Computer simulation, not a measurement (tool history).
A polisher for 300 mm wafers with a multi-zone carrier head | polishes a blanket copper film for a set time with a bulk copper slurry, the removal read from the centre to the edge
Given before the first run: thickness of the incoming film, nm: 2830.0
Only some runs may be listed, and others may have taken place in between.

run	day	flow of slurry (ml/min)	pressure of the head's centre zone	pressure of the head's middle zone	pressure of the head's edge zone	abrasive content of the slurry	polishing time (s)	film removed at the wafer's centre (angstrom)	film removed at mid-radius (angstrom)	film removed at the wafer's edge (angstrom)
1	0	245	1	1	1	1	52	4461.9	4530.1	4641.5
2	0.179	245	1	1.02	0.97	0.9	50	4212.7	4416.7	4322
3	0.467	245	1	1.02	0.97	0.9	61	5084.3	5258.1	5260.9
4	0.671	245	1	0.99	0.97	0.9	61	5049.2	5285.7	5276.5
5	0.783	245	1	1	0.94	0.8	57	4550.2	4899.2	4640.7
6	0.996	240	1.01	0.98	0.92	0.75	55	4539.6	4520.1	4454.3

Forecast run 7:
7	1.121	245	1	0.99	0.9	0.7	53	?	?	?

Run 7 gave film removed at the wafer's centre (angstrom) 4259, film removed at mid-radius (angstrom) 4410.6, film removed at the wafer's edge (angstrom) 4218.2.
